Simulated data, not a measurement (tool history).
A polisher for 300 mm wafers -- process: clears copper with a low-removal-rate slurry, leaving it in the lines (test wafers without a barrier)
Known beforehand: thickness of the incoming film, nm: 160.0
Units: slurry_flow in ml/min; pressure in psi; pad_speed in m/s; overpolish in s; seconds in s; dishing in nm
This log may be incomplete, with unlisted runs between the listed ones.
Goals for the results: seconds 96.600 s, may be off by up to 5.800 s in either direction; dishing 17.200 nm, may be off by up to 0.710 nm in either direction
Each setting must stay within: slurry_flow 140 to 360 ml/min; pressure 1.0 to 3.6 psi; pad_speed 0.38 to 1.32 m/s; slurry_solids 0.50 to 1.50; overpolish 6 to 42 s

{"run": 1, "hour": 0.0, "slurry_flow": 230, "pressure": 2.3, "pad_speed": 0.84, "slurry_solids": 1.0, "overpolish": 21, "seconds": 108.37, "dishing": 24.12}
{"run": 2, "hour": 2.4, "slurry_flow": 230, "pressure": 2.3, "pad_speed": 0.72, "slurry_solids": 1.0, "overpolish": 21, "seconds": 117.2, "dishing": 22.208}
{"run": 3, "hour": 6.3, "slurry_flow": 230, "pressure": 2.3, "pad_speed": 0.64, "slurry_solids": 1.0, "overpolish": 21, "seconds": 128.51, "dishing": 20.686}
{"run": 4, "hour": 11.0, "slurry_flow": 230, "pressure": 2.4, "pad_speed": 0.64, "slurry_solids": 1.0, "overpolish": 19, "seconds": 124.01, "dishing": 19.658}
{"hour": 11.7, "done": "slurry nozzle cleaned"}
{"run": 5, "hour": 11.7, "slurry_flow": 230, "pressure": 2.5, "pad_speed": 0.64, "slurry_solids": 1.0, "overpolish": 17, "seconds": 106.8, "dishing": 19.778}
{"run": 6, "hour": 14.9, "slurry_flow": 230, "pressure": 2.5, "pad_speed": 0.64, "slurry_solids": 1.15, "overpolish": 17, "seconds": 107.2, "dishing": 20.415}
{"run": 7, "hour": 18.6, "slurry_flow": 230, "pressure": 2.5, "pad_speed": 0.64, "slurry_solids": 1.15, "overpolish": 16, "seconds": 106.43, "dishing": 19.109}
{"run": 8, "hour": 25.9, "slurry_flow": 230, "pressure": 2.5, "pad_speed": 0.64, "slurry_solids": 1.15, "overpolish": 15, "seconds": 102.84, "dishing": 18.173}
{"run": 9, "hour": 29.3, "slurry_flow": 235, "pressure": 2.6, "pad_speed": 0.64, "slurry_solids": 1.15, "overpolish": 12, "seconds": 99.915, "dishing": 15.546}

5 candidate next runs follow, results not yet known. Just one meets every target within its allowed miss. Identify it.
{"run": "A", "hour": 32.7, "slurry_flow": 215, "pressure": 2.7, "pad_speed": 0.68, "slurry_solids": 0.95, "overpolish": 13, "seconds": "?", "dishing": "?"}
{"run": "B", "hour": 32.7, "slurry_flow": 245, "pressure": 2.5, "pad_speed": 0.62, "slurry_solids": 1.05, "overpolish": 15, "seconds": "?", "dishing": "?"}
{"run": "C", "hour": 32.7, "slurry_flow": 260, "pressure": 2.6, "pad_speed": 0.82, "slurry_solids": 1.2, "overpolish": 10, "seconds": "?", "dishing": "?"}
{"run": "D", "hour": 32.7, "slurry_flow": 215, "pressure": 2.6, "pad_speed": 0.66, "slurry_solids": 1.35, "overpolish": 11, "seconds": "?", "dishing": "?"}
{"run": "E", "hour": 32.7, "slurry_flow": 270, "pressure": 3.1, "pad_speed": 0.7, "slurry_solids": 1.0, "overpolish": 10, "seconds": "?", "dishing": "?"}

move=A seconds=96.987 dishing=17.594
move=B seconds=106.630 dishing=18.364
move=C seconds=83.154 dishing=15.896
move=D seconds=95.426 dishing=15.280
move=E seconds=80.163 dishing=16.504
A: every result lands within tolerance
B: the result that was furthest off in the last run now lies on the other side of its target
C: roughly where the last run was
D: moves away from the targets compared with the last run
E: corrects the largest miss of the last run, while another result sits out of spec
A meets every target.
